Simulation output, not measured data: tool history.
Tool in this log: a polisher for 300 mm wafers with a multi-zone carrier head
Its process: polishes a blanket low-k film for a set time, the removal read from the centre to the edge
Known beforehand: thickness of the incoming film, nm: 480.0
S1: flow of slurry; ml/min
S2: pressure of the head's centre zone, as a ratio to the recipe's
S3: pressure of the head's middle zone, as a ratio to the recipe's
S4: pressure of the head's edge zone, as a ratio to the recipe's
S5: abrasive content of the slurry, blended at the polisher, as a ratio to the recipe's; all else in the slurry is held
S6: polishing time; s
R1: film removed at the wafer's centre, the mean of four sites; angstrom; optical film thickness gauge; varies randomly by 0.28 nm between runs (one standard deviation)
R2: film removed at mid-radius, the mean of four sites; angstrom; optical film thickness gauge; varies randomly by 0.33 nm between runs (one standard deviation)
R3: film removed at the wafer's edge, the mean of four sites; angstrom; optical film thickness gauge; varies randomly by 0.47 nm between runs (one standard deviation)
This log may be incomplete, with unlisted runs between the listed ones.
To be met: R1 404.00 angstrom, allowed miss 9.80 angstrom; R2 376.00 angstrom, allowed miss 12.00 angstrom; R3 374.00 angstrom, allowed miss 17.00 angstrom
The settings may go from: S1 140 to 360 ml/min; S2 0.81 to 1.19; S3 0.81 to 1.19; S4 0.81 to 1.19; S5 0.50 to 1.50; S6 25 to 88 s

run	hour	S1	S2	S3	S4	S5	S6	R1	R2	R3
1	0.0	230	1.00	1.00	1.00	1.00	56	307.34	276.10	295.10
2	4.0	185	1.00	1.00	1.00	1.00	56	296.42	270.39	283.70
3	6.1	185	1.00	1.00	1.00	1.15	56	317.03	290.21	303.47
4	13.9	220	1.03	1.05	1.05	1.20	56	343.42	307.62	320.87
5	22.0	220	1.03	1.05	1.05	1.10	56	331.06	301.87	310.40
6	26.2	245	1.04	1.09	1.09	1.15	56	344.20	316.41	326.80
7	26.8	260	1.05	1.12	1.11	1.20	56	354.97	329.56	335.08
8	28.1	265	1.06	1.14	1.13	1.25	56	367.65	348.30	339.22
9	32.2	275	1.06	1.14	1.15	1.30	56	377.85	347.60	346.72
10	36.4	275	1.06	1.15	1.16	1.35	56	379.71	358.21	352.35
11	43.7	285	1.06	1.15	1.17	1.40	56	384.02	364.41	364.38
12	51.8	290	1.07	1.15	1.18	1.40	56	388.94	357.48	368.21

Pick the move, out of 5, that brings all results within their allowed miss; only one does.
A	59.9	250	1.02	1.19	1.15	1.30	60	?	?	?
B	59.9	345	1.05	1.08	1.19	1.35	56	?	?	?
C	59.9	215	1.08	1.15	1.15	1.50	58	?	?	?
D	59.9	230	1.10	1.04	1.16	1.35	57	?	?	?
E	59.9	230	1.09	0.98	1.18	1.30	60	?	?	?

move	R1	R2	R3
A	382.13	382.59	379.46
B	385.87	349.26	375.54
C	404.77	374.17	382.39
D	392.74	331.92	365.45
E	403.38	330.38	382.55
A: gets the furthest-off result to its target, but another result is out of tolerance
B: further off than the last run
C: in spec on every target
D: further off than the last run
E: further off than the last run
The right move is C.
